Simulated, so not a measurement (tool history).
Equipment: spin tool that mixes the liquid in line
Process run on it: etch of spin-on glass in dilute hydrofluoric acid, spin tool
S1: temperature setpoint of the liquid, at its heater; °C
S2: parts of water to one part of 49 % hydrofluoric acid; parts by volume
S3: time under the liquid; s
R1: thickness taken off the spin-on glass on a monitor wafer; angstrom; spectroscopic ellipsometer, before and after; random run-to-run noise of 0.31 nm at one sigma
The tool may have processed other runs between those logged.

{"run": 1, "day": 0.0, "S1": 24.0, "S2": 110, "S3": 70, "R1": 207.69}
{"run": 2, "day": 0.333, "S1": 25.5, "S2": 110, "S3": 70, "R1": 223.93}
{"run": 3, "day": 0.612, "S1": 23.0, "S2": 110, "S3": 70, "R1": 202.42}
{"run": 4, "day": 0.679, "S1": 25.0, "S2": 105, "S3": 70, "R1": 228.39}
{"run": 5, "day": 0.788, "S1": 23.0, "S2": 105, "S3": 70, "R1": 212.83}
{"run": 6, "day": 1.088, "S1": 25.0, "S2": 100, "S3": 70, "R1": 245.09}
{"run": 7, "day": 1.204, "S1": 26.5, "S2": 95, "S3": 70, "R1": 274.51}
{"run": 8, "day": 1.275, "S1": 26.5, "S2": 95, "S3": 70, "R1": 271.99}

Expected results for the next run?
{"run": 9, "day": 1.538, "S1": 27.5, "S2": 95, "S3": 70, "R1": "?"}

Run 9 yielded R1 284.53 angstrom.
